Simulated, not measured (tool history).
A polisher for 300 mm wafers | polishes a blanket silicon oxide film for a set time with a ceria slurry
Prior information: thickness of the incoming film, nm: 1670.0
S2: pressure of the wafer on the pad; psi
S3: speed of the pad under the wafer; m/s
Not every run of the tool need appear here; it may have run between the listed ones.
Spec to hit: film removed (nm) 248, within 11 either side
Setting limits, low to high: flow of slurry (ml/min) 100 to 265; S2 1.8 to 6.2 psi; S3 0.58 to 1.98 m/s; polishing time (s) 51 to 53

run 1 hour=0 | flow_of_slurry_(ml/min)=170 S2=4 S3=1.28 polishing_time_(s)=51 | film_removed_(nm)=341.79
run 2 hour=8.2 | flow_of_slurry_(ml/min)=170 S2=3.9 S3=1.28 polishing_time_(s)=51 | film_removed_(nm)=334
run 3 hour=15.9 | flow_of_slurry_(ml/min)=170 S2=3.9 S3=1.06 polishing_time_(s)=51 | film_removed_(nm)=284.68
run 4 hour=16.6 | flow_of_slurry_(ml/min)=170 S2=3.9 S3=1.18 polishing_time_(s)=51 | film_removed_(nm)=316.46
run 5 hour=20.6 | flow_of_slurry_(ml/min)=170 S2=4.4 S3=1.18 polishing_time_(s)=51 | film_removed_(nm)=345.75
run 6 hour=27.4 | flow_of_slurry_(ml/min)=170 S2=3.5 S3=1.18 polishing_time_(s)=51 | film_removed_(nm)=286.69
run 7 hour=34 | flow_of_slurry_(ml/min)=170 S2=3.4 S3=1.18 polishing_time_(s)=51 | film_removed_(nm)=282.3
run 8 hour=35.1 | flow_of_slurry_(ml/min)=170 S2=3.3 S3=1.18 polishing_time_(s)=51 | film_removed_(nm)=278.45
run 9 hour=40.9 | flow_of_slurry_(ml/min)=170 S2=3.2 S3=1.18 polishing_time_(s)=51 | film_removed_(nm)=268.23

5 candidate next runs follow, results not yet known. Just one meets every target within its allowed miss. Identify it.
run A hour=46.7 | flow_of_slurry_(ml/min)=230 S2=3.2 S3=1.22 polishing_time_(s)=53 | film_removed_(nm)=?
run B hour=46.7 | flow_of_slurry_(ml/min)=165 S2=3.4 S3=1.18 polishing_time_(s)=53 | film_removed_(nm)=?
run C hour=46.7 | flow_of_slurry_(ml/min)=210 S2=1.8 S3=1.36 polishing_time_(s)=53 | film_removed_(nm)=?
run D hour=46.7 | flow_of_slurry_(ml/min)=230 S2=2.5 S3=1.2 polishing_time_(s)=53 | film_removed_(nm)=?
run E hour=46.7 | flow_of_slurry_(ml/min)=165 S2=2.9 S3=1.02 polishing_time_(s)=51 | film_removed_(nm)=?

move=A film_removed_(nm)=295.43
move=B film_removed_(nm)=287.97
move=C film_removed_(nm)=220.56
move=D film_removed_(nm)=244
move=E film_removed_(nm)=214.32
A: further off than the last run
B: further off than the last run
C: takes the biggest miss from the last run beyond its target
D: all results land within tolerance of their targets
E: takes the biggest miss from the last run beyond its target
D is the move that brings every result within its allowed miss.
